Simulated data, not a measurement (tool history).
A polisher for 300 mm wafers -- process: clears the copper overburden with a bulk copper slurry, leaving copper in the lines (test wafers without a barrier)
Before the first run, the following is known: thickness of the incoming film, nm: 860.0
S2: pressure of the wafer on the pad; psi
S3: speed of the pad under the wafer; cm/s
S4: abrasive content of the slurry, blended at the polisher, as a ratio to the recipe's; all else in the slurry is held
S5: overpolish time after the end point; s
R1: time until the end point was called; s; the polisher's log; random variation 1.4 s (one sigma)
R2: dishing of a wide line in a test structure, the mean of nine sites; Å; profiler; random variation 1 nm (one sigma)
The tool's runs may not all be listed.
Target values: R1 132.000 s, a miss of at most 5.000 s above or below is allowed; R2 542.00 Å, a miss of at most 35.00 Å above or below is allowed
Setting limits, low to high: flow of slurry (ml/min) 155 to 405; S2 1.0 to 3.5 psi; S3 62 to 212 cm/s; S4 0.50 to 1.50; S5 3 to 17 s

Run 1, hour 0.0: flow of slurry (ml/min) 260, S2 2.2 psi, S3 136 cm/s, S4 1.00, S5 9 s. Result: R1 86.337 s, R2 542.97 Å.
Run 2, hour 8.1: flow of slurry (ml/min) 260, S2 2.0 psi, S3 136 cm/s, S4 1.00, S5 10 s. Result: R1 95.375 s, R2 524.69 Å.
Run 3, hour 11.9: flow of slurry (ml/min) 320, S2 2.0 psi, S3 136 cm/s, S4 1.00, S5 10 s. Result: R1 91.571 s, R2 530.80 Å.
Run 4, hour 15.6: flow of slurry (ml/min) 365, S2 2.0 psi, S3 136 cm/s, S4 1.00, S5 10 s. Result: R1 90.703 s, R2 541.02 Å.
Run 5, hour 21.0: flow of slurry (ml/min) 365, S2 2.0 psi, S3 136 cm/s, S4 1.00, S5 13 s. Result: R1 89.590 s, R2 652.57 Å.
Run 6, hour 28.0: flow of slurry (ml/min) 365, S2 2.0 psi, S3 118 cm/s, S4 1.00, S5 13 s. Result: R1 100.920 s, R2 600.66 Å.
Run 7, hour 32.6: flow of slurry (ml/min) 365, S2 1.9 psi, S3 118 cm/s, S4 1.00, S5 13 s. Result: R1 107.050 s, R2 580.31 Å.
Run 8, hour 40.6: flow of slurry (ml/min) 365, S2 1.8 psi, S3 118 cm/s, S4 1.00, S5 13 s. Result: R1 114.850 s, R2 549.64 Å.
Run 9, hour 48.1: flow of slurry (ml/min) 360, S2 1.8 psi, S3 118 cm/s, S4 1.00, S5 13 s. Result: R1 114.910 s, R2 551.30 Å.
Run 10, hour 55.1: flow of slurry (ml/min) 355, S2 1.5 psi, S3 116 cm/s, S4 1.00, S5 14 s. Result: R1 137.230 s, R2 506.52 Å.
At hour 57.4: slurry nozzle cleaned.
Run 11, hour 57.4: flow of slurry (ml/min) 360, S2 1.6 psi, S3 116 cm/s, S4 1.00, S5 15 s. Result: R1 124.360 s, R2 556.02 Å.

5 next moves are on the table. One of them brings every result within its allowed miss. Which?
Run A, hour 59.7: flow of slurry (ml/min) 335, S2 1.4 psi, S3 122 cm/s, S4 1.15, S5 16 s. Result: R1 ?, R2 ?.
Run B, hour 59.7: flow of slurry (ml/min) 355, S2 1.4 psi, S3 118 cm/s, S4 1.00, S5 17 s. Result: R1 ?, R2 ?.
Run C, hour 59.7: flow of slurry (ml/min) 405, S2 1.8 psi, S3 104 cm/s, S4 1.10, S5 14 s. Result: R1 ?, R2 ?.
Run D, hour 59.7: flow of slurry (ml/min) 370, S2 1.4 psi, S3 114 cm/s, S4 0.85, S5 17 s. Result: R1 ?, R2 ?.
Run E, hour 59.7: flow of slurry (ml/min) 385, S2 1.6 psi, S3 98 cm/s, S4 1.05, S5 16 s. Result: R1 ?, R2 ?.

move       R1      R2
   A  132.780  546.72
   B  139.490  550.51
   C  119.620  552.68
   D  147.300  532.28
   E  142.880  530.29
A: every result lands within tolerance
B: takes the result that was furthest off past its target
C: lands further from the targets than the last run did
D: takes the result that was furthest off past its target
E: takes the result that was furthest off past its target
Go with A: it meets all targets.

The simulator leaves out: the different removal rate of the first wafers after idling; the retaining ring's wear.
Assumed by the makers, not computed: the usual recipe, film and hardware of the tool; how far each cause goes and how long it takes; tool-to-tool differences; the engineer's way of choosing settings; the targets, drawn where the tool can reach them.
